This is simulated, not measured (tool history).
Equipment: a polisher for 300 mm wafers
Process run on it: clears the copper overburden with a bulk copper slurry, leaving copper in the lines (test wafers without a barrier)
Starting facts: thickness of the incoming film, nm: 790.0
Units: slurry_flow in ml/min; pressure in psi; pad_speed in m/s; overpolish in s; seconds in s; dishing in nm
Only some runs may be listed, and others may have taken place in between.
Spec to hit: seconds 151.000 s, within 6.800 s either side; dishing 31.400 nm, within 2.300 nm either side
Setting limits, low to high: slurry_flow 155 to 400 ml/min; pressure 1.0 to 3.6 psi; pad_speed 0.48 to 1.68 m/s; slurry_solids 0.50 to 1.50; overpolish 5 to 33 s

Run 1, hour 0.0: slurry_flow 255 ml/min, pressure 2.3 psi, pad_speed 1.08 m/s, slurry_solids 1.00, overpolish 17 s. Result: seconds 80.970 s, dishing 78.806 nm.
Run 2, hour 7.1: slurry_flow 205 ml/min, pressure 2.3 psi, pad_speed 1.08 m/s, slurry_solids 1.00, overpolish 17 s. Result: seconds 81.003 s, dishing 72.497 nm.
Run 3, hour 12.3: slurry_flow 205 ml/min, pressure 2.3 psi, pad_speed 0.82 m/s, slurry_solids 1.00, overpolish 17 s. Result: seconds 110.270 s, dishing 61.705 nm.
Run 4, hour 15.5: slurry_flow 200 ml/min, pressure 2.2 psi, pad_speed 0.82 m/s, slurry_solids 1.00, overpolish 15 s. Result: seconds 113.270 s, dishing 55.158 nm.
Run 5, hour 16.6: slurry_flow 200 ml/min, pressure 2.7 psi, pad_speed 0.82 m/s, slurry_solids 1.00, overpolish 15 s. Result: seconds 95.234 s, dishing 67.862 nm.
Run 6, hour 24.5: slurry_flow 200 ml/min, pressure 2.5 psi, pad_speed 0.82 m/s, slurry_solids 1.00, overpolish 14 s. Result: seconds 99.240 s, dishing 57.809 nm.
Run 7, hour 28.2: slurry_flow 200 ml/min, pressure 2.3 psi, pad_speed 0.82 m/s, slurry_solids 1.00, overpolish 13 s. Result: seconds 108.630 s, dishing 50.020 nm.
Run 8, hour 35.4: slurry_flow 200 ml/min, pressure 2.2 psi, pad_speed 0.82 m/s, slurry_solids 1.00, overpolish 13 s. Result: seconds 114.500 s, dishing 50.830 nm.
Run 9, hour 40.8: slurry_flow 200 ml/min, pressure 2.1 psi, pad_speed 0.82 m/s, slurry_solids 1.00, overpolish 12 s. Result: seconds 122.180 s, dishing 43.221 nm.
Run 10, hour 42.1: slurry_flow 200 ml/min, pressure 2.0 psi, pad_speed 0.82 m/s, slurry_solids 1.00, overpolish 12 s. Result: seconds 124.340 s, dishing 42.516 nm.
Run 11, hour 44.5: slurry_flow 200 ml/min, pressure 1.9 psi, pad_speed 0.82 m/s, slurry_solids 1.00, overpolish 12 s. Result: seconds 126.620 s, dishing 40.654 nm.
Run 12, hour 51.9: slurry_flow 200 ml/min, pressure 1.4 psi, pad_speed 0.82 m/s, slurry_solids 1.00, overpolish 9 s. Result: seconds 175.170 s, dishing 23.770 nm.

Which of these 4 next moves meets every target?
Run A, hour 59.3: slurry_flow 180 ml/min, pressure 1.4 psi, pad_speed 0.78 m/s, slurry_solids 0.95, overpolish 12 s. Result: seconds ?, dishing ?.
Run B, hour 59.3: slurry_flow 335 ml/min, pressure 1.2 psi, pad_speed 0.70 m/s, slurry_solids 0.80, overpolish 21 s. Result: seconds ?, dishing ?.
Run C, hour 59.3: slurry_flow 190 ml/min, pressure 1.3 psi, pad_speed 0.68 m/s, slurry_solids 0.90, overpolish 14 s. Result: seconds ?, dishing ?.
Run D, hour 59.3: slurry_flow 185 ml/min, pressure 1.8 psi, pad_speed 0.72 m/s, slurry_solids 1.20, overpolish 10 s. Result: seconds ?, dishing ?.

move  seconds  dishing
   A  189.800   30.838
   B  236.340   39.988
   C  233.420   29.325
   D  150.840   32.719
A: misses by more than the last run did
B: misses by more than the last run did
C: misses by more than the last run did
D: hits every target within its allowed miss
Go with D: it meets all targets.

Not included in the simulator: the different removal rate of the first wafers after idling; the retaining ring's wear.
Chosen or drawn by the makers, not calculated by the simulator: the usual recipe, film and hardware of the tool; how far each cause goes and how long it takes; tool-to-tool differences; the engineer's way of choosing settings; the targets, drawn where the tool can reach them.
